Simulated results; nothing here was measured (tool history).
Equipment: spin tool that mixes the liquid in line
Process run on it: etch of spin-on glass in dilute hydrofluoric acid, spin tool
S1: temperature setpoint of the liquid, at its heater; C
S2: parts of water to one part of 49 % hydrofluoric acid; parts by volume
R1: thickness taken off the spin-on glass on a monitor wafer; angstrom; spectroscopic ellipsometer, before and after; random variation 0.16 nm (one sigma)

run 1 day=0.000 | S1=21.0 S2=80 time_under_the_liquid_(s)=55 | R1=319.67
run 2 day=0.129 | S1=21.0 S2=70 time_under_the_liquid_(s)=55 | R1=369.87
run 3 day=0.238 | S1=20.5 S2=75 time_under_the_liquid_(s)=55 | R1=341.38
run 4 day=0.600 | S1=20.5 S2=60 time_under_the_liquid_(s)=55 | R1=434.50
run 5 day=0.721 | S1=18.0 S2=60 time_under_the_liquid_(s)=55 | R1=390.65
run 6 day=1.017 | S1=18.0 S2=70 time_under_the_liquid_(s)=55 | R1=327.84
run 7 day=1.246 | S1=18.0 S2=75 time_under_the_liquid_(s)=55 | R1=305.31
run 8 day=1.488 | S1=18.0 S2=80 time_under_the_liquid_(s)=55 | R1=290.36
run 9 day=1.712 | S1=17.0 S2=110 time_under_the_liquid_(s)=55 | R1=192.23

Forecast run 10:
run 10 day=1.754 | S1=17.0 S2=115 time_under_the_liquid_(s)=55 | R1=?

{"run 10": {"R1": 182.54}}

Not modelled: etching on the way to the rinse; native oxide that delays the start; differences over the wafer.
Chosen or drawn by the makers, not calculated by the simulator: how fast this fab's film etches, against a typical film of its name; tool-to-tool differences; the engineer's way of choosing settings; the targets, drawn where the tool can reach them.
